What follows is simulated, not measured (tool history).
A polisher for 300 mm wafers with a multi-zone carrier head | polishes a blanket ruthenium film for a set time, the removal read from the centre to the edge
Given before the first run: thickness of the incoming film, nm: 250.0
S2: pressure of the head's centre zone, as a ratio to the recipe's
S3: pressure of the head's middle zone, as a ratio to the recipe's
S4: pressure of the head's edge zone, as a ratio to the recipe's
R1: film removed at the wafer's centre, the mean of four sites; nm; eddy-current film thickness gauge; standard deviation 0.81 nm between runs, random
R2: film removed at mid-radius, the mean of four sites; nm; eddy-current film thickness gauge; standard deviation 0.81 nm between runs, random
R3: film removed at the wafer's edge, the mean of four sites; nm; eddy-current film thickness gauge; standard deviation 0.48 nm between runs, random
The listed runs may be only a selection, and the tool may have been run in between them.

Run 1, day 0.000: flow of slurry (ml/min) 215, S2 1.00, S3 1.00, S4 1.00, polishing time (s) 61. Result: R1 61.060 nm, R2 60.987 nm, R3 63.367 nm.
Run 2, day 0.125: flow of slurry (ml/min) 215, S2 1.00, S3 1.00, S4 1.00, polishing time (s) 71. Result: R1 69.855 nm, R2 70.618 nm, R3 74.358 nm.
Run 3, day 0.208: flow of slurry (ml/min) 215, S2 1.00, S3 1.00, S4 0.95, polishing time (s) 71. Result: R1 71.259 nm, R2 70.458 nm, R3 72.451 nm.
Run 4, day 0.275: flow of slurry (ml/min) 215, S2 1.00, S3 1.06, S4 0.95, polishing time (s) 71. Result: R1 71.298 nm, R2 75.143 nm, R3 71.418 nm.
Run 5, day 0.371: flow of slurry (ml/min) 210, S2 1.00, S3 1.06, S4 0.92, polishing time (s) 68. Result: R1 68.147 nm, R2 72.319 nm, R3 67.106 nm.
Run 6, day 0.479: flow of slurry (ml/min) 210, S2 1.00, S3 1.00, S4 0.92, polishing time (s) 68. Result: R1 67.171 nm, R2 69.484 nm, R3 67.694 nm.
Run 7, day 0.533: flow of slurry (ml/min) 210, S2 1.01, S3 1.00, S4 0.90, polishing time (s) 66. Result: R1 67.069 nm, R2 66.979 nm, R3 64.238 nm.

Run 8, settings as shown, results not yet in. Your forecast:
Run 8, day 0.646: flow of slurry (ml/min) 205, S2 1.01, S3 1.00, S4 0.88, polishing time (s) 65. Result: R1 ?, R2 ?, R3 ?.

{"run 8": {"R1": 66.092, "R2": 64.98, "R3": 63.538}}

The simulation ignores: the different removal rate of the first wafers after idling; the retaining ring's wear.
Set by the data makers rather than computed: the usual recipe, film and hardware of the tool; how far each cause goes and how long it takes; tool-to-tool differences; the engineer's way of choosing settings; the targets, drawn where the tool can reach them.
